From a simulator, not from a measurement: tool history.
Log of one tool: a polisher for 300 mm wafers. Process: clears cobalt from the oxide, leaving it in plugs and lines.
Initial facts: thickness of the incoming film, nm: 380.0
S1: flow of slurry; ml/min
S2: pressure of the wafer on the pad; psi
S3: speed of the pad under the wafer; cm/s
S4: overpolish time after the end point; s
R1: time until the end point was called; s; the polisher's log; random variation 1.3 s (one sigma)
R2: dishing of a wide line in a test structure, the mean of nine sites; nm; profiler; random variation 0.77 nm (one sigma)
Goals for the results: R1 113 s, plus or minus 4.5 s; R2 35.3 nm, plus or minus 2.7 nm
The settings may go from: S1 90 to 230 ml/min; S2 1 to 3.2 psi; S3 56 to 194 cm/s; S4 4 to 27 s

run  hour   S1   S2   S3  S4      R1      R2
  1     0  150  2.1  124  14  79.617  46.868
  2   8.7  120  2.1  124  14  85.811  45.045
  3  16.8  150  2.1  124  14  79.316   47.58
  4  23.6  150  2.4  124  14  70.947   51.17
  5  25.8  150  2.4  140  14  63.512  51.885
  6  32.2  150  2.4  140  12  64.115  50.314
  7    35  145  2.1  138  12  74.747  43.647
       42  -- slurry nozzle cleaned
  8    42  135  1.5  134  16  98.162  43.222

Next run, 4 choices. One meets every target within its allowed miss, the rest don't. Which?
  A    49  125  1.4  140  12   ?   ?
  B    49  165  1.9  124  17   ?   ?
  C    49  115  1.5  118  13   ?   ?
  D    49  145  1.3  122  22   ?   ?

move      R1      R2
   A  104.45  34.464
   B  82.574  50.051
   C  114.94  34.089
   D  122.96  46.304
A: closes in on the targets versus the last run, not all within tolerance yet
B: lands further from the targets than the last run did
C: every result lands within tolerance
D: pushes the last run's worst result past its target
C is the move that brings every result within its allowed miss.
